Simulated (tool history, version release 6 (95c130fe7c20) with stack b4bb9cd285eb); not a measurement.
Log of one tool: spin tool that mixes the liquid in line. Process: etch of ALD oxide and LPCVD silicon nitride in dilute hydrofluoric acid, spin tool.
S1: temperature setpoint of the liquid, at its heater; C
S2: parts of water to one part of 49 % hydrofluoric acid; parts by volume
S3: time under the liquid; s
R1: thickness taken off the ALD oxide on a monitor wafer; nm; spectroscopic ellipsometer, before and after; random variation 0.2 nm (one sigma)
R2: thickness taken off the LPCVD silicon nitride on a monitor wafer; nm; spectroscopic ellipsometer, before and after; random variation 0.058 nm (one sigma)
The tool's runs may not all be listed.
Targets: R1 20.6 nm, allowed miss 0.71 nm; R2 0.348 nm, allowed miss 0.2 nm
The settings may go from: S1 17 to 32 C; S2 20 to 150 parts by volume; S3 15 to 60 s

{"run": 1, "hour": 0.0, "S1": 24, "S2": 85, "S3": 30, "R1": 10.189, "R2": 0.23397}
{"run": 2, "hour": 6.6, "S1": 24, "S2": 60, "S3": 30, "R1": 14.808, "R2": 0.19649}
{"run": 3, "hour": 11.8, "S1": 24, "S2": 30, "S3": 30, "R1": 31.189, "R2": 0.42237}
{"run": 4, "hour": 19.0, "S1": 23, "S2": 30, "S3": 30, "R1": 29.512, "R2": 0.40254}
{"run": 5, "hour": 20.6, "S1": 22, "S2": 30, "S3": 30, "R1": 28.448, "R2": 0.47972}
{"run": 6, "hour": 26.0, "S1": 22, "S2": 45, "S3": 30, "R1": 18.359, "R2": 0.30818}
{"run": 7, "hour": 29.2, "S1": 22.5, "S2": 45, "S3": 30, "R1": 19.136, "R2": 0.32625}
{"run": 8, "hour": 32.9, "S1": 23, "S2": 45, "S3": 30, "R1": 19.431, "R2": 0.37397}
{"run": 9, "hour": 40.6, "S1": 23.5, "S2": 45, "S3": 30, "R1": 19.604, "R2": 0.35966}

4 next moves are on the table. One of them brings every result within its allowed miss. Which?
{"run": "A", "hour": 48.3, "S1": 19.5, "S2": 20, "S3": 15, "R1": "?", "R2": "?"}
{"run": "B", "hour": 48.3, "S1": 20, "S2": 50, "S3": 45, "R1": "?", "R2": "?"}
{"run": "C", "hour": 48.3, "S1": 23, "S2": 40, "S3": 30, "R1": "?", "R2": "?"}
{"run": "D", "hour": 48.3, "S1": 26, "S2": 40, "S3": 25, "R1": "?", "R2": "?"}

move=A R1=19.454 R2=0.27455
move=B R1=23.01 R2=0.35317
move=C R1=22.033 R2=0.35967
move=D R1=20.785 R2=0.36703
A: further off than the last run
B: takes the result that was furthest off past its target
C: takes the result that was furthest off past its target
D: meets every target
Move D is the one to make.

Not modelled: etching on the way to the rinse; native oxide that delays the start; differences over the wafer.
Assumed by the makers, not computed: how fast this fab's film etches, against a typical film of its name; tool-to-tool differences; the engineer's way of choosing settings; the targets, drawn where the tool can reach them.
